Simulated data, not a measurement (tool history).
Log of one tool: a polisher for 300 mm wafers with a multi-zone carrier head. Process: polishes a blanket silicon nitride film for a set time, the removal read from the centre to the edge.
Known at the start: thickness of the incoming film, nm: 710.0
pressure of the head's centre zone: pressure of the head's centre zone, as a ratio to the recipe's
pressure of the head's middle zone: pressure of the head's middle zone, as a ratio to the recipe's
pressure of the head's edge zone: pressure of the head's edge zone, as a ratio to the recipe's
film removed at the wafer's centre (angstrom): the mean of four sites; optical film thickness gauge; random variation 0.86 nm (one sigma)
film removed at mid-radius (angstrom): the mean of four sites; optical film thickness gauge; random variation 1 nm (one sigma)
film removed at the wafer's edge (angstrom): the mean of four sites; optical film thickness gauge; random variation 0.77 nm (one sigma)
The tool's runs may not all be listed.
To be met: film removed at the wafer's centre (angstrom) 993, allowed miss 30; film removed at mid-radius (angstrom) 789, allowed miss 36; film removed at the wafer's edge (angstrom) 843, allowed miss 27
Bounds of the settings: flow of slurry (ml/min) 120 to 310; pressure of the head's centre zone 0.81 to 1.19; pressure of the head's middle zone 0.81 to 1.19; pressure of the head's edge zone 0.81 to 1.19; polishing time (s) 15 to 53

run	hour	flow of slurry (ml/min)	pressure of the head's centre zone	pressure of the head's middle zone	pressure of the head's edge zone	polishing time (s)	film removed at the wafer's centre (angstrom)	film removed at mid-radius (angstrom)	film removed at the wafer's edge (angstrom)
1	0	200	1	1	1	34	679.21	670.49	676.42
2	6.2	200	0.93	1	1	34	640.06	679.55	678.97
3	11.2	200	0.93	0.96	1	34	646.53	657.17	678.92
4	17	205	0.95	0.96	1	35	685.27	691.52	695.16
5	20	205	0.9	0.96	1	35	635.39	684.46	692.03
6	27.6	205	0.9	1.02	1	35	639.93	724.56	695.86
7	32.9	210	0.93	1.02	1.01	35	669.22	740.27	688.43
8	39.9	210	0.95	1.01	1.01	36	690.87	733.74	710.23
9	45.6	210	0.97	1	1.01	37	727.47	747.43	736.22
10	51.1	210	0.99	1	1.01	37	735.06	745.27	730.45
11	57.7	210	1.01	0.99	1.01	38	772.47	757.66	764.46
12	63.1	215	1.03	0.99	1.01	38	786.65	775.41	760.97
13	71.6	220	1.05	0.98	1.01	38	807.91	756.06	768.22
14	75	225	1.06	0.98	1.01	38	830.04	768.86	759.27
15	80.1	230	1.07	0.97	1.02	38	835.05	766.53	763.5
16	88.5	230	1.08	0.96	1.02	38	833.14	750.87	759.89
17	91.9	230	1.09	0.96	1.02	38	844.27	744.05	768.53
18	94.7	235	1.1	0.96	1.03	38	861.12	757.6	771.12
19	97.8	235	1.11	0.96	1.04	38	862.84	745.77	777.52
20	101.7	240	1.12	0.96	1.05	38	882.02	744.35	790.67
21	104.4	245	1.13	0.96	1.05	38	880.19	779.32	787.71

4 next moves are on the table. One of them brings every result within its allowed miss. Which?
A	107.1	270	1.09	0.98	1.05	44	?	?	?
B	107.1	305	1.14	0.91	1.04	41	?	?	?
C	107.1	205	1.06	0.91	1.18	43	?	?	?
D	107.1	270	1.02	0.96	1.1	38	?	?	?

move	film removed at the wafer's centre (angstrom)	film removed at mid-radius (angstrom)	film removed at the wafer's edge (angstrom)
A	990.17	889.22	915.38
B	976.07	786.76	856.47
C	913.48	795.81	931.95
D	799.73	755	809.39
A: brings the result that was furthest off to its target, and leaves another outside
B: meets every target
C: nearer than the last run, and not there yet
D: further off than the last run
Move B is the one to make.

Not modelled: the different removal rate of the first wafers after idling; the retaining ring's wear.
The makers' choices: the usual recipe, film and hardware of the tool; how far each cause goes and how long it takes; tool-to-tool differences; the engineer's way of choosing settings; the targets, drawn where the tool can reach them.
